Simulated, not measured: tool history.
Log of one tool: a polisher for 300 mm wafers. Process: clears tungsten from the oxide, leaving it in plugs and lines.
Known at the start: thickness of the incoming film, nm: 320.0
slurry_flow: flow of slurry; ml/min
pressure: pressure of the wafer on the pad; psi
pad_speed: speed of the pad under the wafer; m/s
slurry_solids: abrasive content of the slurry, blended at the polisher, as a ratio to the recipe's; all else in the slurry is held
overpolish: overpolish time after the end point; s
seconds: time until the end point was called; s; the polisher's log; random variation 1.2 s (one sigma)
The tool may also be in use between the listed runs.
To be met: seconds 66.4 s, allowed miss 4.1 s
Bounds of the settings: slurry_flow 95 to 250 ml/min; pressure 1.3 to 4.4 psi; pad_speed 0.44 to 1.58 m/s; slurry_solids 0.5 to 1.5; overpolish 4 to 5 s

run	hour	slurry_flow	pressure	pad_speed	slurry_solids	overpolish	seconds
1	0	160	2.8	1	1	5	84.138
2	1.7	145	2.8	1	1	5	86.849
3	5.8	145	2.8	1	1	5	84.651
4	6.4	145	2.9	1	1	5	80.781
5	10.3	145	2.9	1	1	5	82.611
6	18.5	115	2.9	1	1	5	87.375
7	25.5	120	3	1	1	5	84.944
8	26.2	130	3.1	1	1	5	79.421
9	29	135	3.2	1	1	5	75.248
10	30.4	140	3.3	1	1	5	72.916
11	37	145	3.4	1	1	5	70.113

Which of these 4 next moves meets every target?
A	43.6	180	3.5	0.88	0.85	5	?
B	43.6	150	3.2	1.1	1.1	4	?
C	43.6	125	3	1.1	1.05	5	?
D	43.6	160	3.2	0.96	0.85	5	?

move	seconds
A	74.064
B	64.829
C	72.274
D	75.786
A: further off than the last run
B: meets every target
C: further off than the last run
D: further off than the last run
Move B is the one to make.
